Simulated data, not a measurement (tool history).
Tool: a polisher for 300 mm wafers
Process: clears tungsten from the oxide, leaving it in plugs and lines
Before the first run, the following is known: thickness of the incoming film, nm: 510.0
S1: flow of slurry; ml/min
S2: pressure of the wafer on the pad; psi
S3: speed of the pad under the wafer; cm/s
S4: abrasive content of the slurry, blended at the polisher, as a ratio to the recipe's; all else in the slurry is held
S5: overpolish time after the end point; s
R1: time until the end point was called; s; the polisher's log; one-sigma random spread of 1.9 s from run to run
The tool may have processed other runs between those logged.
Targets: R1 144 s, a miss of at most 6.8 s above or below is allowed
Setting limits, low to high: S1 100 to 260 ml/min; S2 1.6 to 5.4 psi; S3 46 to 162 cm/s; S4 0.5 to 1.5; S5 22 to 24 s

run 1 hour=0 | S1=165 S2=3.5 S3=104 S4=1 S5=22 | R1=99.261
run 2 hour=4.6 | S1=165 S2=3.5 S3=104 S4=1 S5=22 | R1=99.819
run 3 hour=5.6 | S1=165 S2=3.5 S3=104 S4=0.85 S5=22 | R1=106.06
run 4 hour=11 | S1=205 S2=3.5 S3=104 S4=0.85 S5=22 | R1=99.739
run 5 hour=19.7 | S1=200 S2=3.3 S3=104 S4=0.85 S5=22 | R1=108.99
run 6 hour=21.7 | S1=200 S2=3.3 S3=104 S4=0.75 S5=22 | R1=110.65
run 7 hour=22.4 | S1=200 S2=3.1 S3=104 S4=0.75 S5=22 | R1=117.97
run 8 hour=24.6 | S1=200 S2=3 S3=104 S4=0.75 S5=22 | R1=118.84
run 9 hour=27.8 | S1=200 S2=2.9 S3=104 S4=0.75 S5=22 | R1=125.25
run 10 hour=32.2 | S1=200 S2=2.8 S3=104 S4=0.75 S5=22 | R1=129.13
run 11 hour=37.6 | S1=200 S2=2.7 S3=104 S4=0.75 S5=22 | R1=131.26
run 12 hour=40.2 | S1=200 S2=2.6 S3=104 S4=0.75 S5=22 | R1=139.42

Pick the move, out of 4, that brings all results within their allowed miss; only one does.
run A hour=42.8 | S1=170 S2=3 S3=88 S4=0.8 S5=22 | R1=?
run B hour=42.8 | S1=230 S2=2.4 S3=122 S4=0.7 S5=22 | R1=?
run C hour=42.8 | S1=180 S2=2.5 S3=112 S4=0.85 S5=22 | R1=?
run D hour=42.8 | S1=200 S2=2.5 S3=98 S4=0.65 S5=24 | R1=?

move=A R1=145.01
move=B R1=128.73
move=C R1=132.68
move=D R1=158.67
A: hits every target within its allowed miss
B: further off than the last run
C: further off than the last run
D: pushes the last run's worst result past its target
So the answer is move A, the one that meets all the targets.

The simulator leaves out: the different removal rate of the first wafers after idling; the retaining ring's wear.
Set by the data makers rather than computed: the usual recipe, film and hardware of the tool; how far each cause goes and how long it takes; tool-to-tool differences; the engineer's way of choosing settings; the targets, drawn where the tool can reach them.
